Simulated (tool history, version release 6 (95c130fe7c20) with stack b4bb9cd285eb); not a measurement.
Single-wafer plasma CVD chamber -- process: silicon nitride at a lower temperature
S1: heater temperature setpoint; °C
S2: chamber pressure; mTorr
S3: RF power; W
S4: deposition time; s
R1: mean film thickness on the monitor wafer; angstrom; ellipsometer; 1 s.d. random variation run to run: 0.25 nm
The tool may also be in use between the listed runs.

{"run": 1, "day": 0.0, "S1": 335, "S2": 2010, "S3": 230, "S4": 49, "R1": 492.15}
{"run": 2, "day": 0.108, "S1": 335, "S2": 2010, "S3": 230, "S4": 49, "R1": 492.73}
{"run": 3, "day": 0.388, "S1": 335, "S2": 2260, "S3": 230, "S4": 49, "R1": 501.58}
{"run": 4, "day": 0.588, "S1": 335, "S2": 2310, "S3": 245, "S4": 49.2, "R1": 527.38}
{"run": 5, "day": 0.838, "S1": 335, "S2": 2350, "S3": 255, "S4": 49.3, "R1": 543.7}
{"run": 6, "day": 1.142, "S1": 344, "S2": 2350, "S3": 255, "S4": 49.3, "R1": 541.88}
{"run": 7, "day": 1.508, "S1": 344, "S2": 2390, "S3": 260, "S4": 49.4, "R1": 554.14}

Expected results for the next run?
{"run": 8, "day": 1.767, "S1": 344, "S2": 2430, "S3": 265, "S4": 49.5, "R1": "?"}

Run 8 came out at R1 562.6 angstrom.
